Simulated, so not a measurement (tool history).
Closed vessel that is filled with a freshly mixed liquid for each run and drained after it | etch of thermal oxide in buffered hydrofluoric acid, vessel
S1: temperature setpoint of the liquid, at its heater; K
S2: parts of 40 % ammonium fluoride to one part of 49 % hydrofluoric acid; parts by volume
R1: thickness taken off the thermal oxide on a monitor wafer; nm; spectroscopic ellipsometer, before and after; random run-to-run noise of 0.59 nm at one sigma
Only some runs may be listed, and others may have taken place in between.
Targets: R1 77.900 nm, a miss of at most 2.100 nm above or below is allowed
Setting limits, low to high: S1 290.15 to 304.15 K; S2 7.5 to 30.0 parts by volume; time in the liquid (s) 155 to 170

{"run": 1, "hour": 0.0, "S1": 296.15, "S2": 21.0, "time in the liquid (s)": 155, "R1": 86.595}
{"run": 2, "hour": 6.9, "S1": 295.65, "S2": 21.0, "time in the liquid (s)": 155, "R1": 83.856}
{"run": 3, "hour": 10.2, "S1": 295.15, "S2": 21.0, "time in the liquid (s)": 155, "R1": 80.632}
{"run": 4, "hour": 17.3, "S1": 297.65, "S2": 21.0, "time in the liquid (s)": 155, "R1": 95.005}
{"run": 5, "hour": 26.6, "S1": 297.15, "S2": 21.0, "time in the liquid (s)": 155, "R1": 92.356}
{"run": 6, "hour": 32.0, "S1": 296.65, "S2": 21.0, "time in the liquid (s)": 155, "R1": 89.06}
{"run": 7, "hour": 35.8, "S1": 296.15, "S2": 21.0, "time in the liquid (s)": 155, "R1": 86.964}
{"run": 8, "hour": 44.1, "S1": 295.65, "S2": 21.0, "time in the liquid (s)": 155, "R1": 83.606}
{"run": 9, "hour": 53.3, "S1": 295.15, "S2": 21.0, "time in the liquid (s)": 155, "R1": 82.624}

4 candidate next runs follow, results not yet known. Just one meets every target within its allowed miss. Identify it.
{"run": "A", "hour": 62.5, "S1": 292.65, "S2": 17.0, "time in the liquid (s)": 155, "R1": "?"}
{"run": "B", "hour": 62.5, "S1": 295.15, "S2": 24.0, "time in the liquid (s)": 155, "R1": "?"}
{"run": "C", "hour": 62.5, "S1": 295.15, "S2": 23.5, "time in the liquid (s)": 160, "R1": "?"}
{"run": "D", "hour": 62.5, "S1": 294.15, "S2": 22.5, "time in the liquid (s)": 155, "R1": "?"}

move=A R1=85.581
move=B R1=75.150
move=C R1=78.710
move=D R1=74.315
A: its largest miss is bigger than the last run's
B: carries the result that was furthest off beyond its target, to the other side
C: all results land within tolerance of their targets
D: carries the result that was furthest off beyond its target, to the other side
The right move is C.

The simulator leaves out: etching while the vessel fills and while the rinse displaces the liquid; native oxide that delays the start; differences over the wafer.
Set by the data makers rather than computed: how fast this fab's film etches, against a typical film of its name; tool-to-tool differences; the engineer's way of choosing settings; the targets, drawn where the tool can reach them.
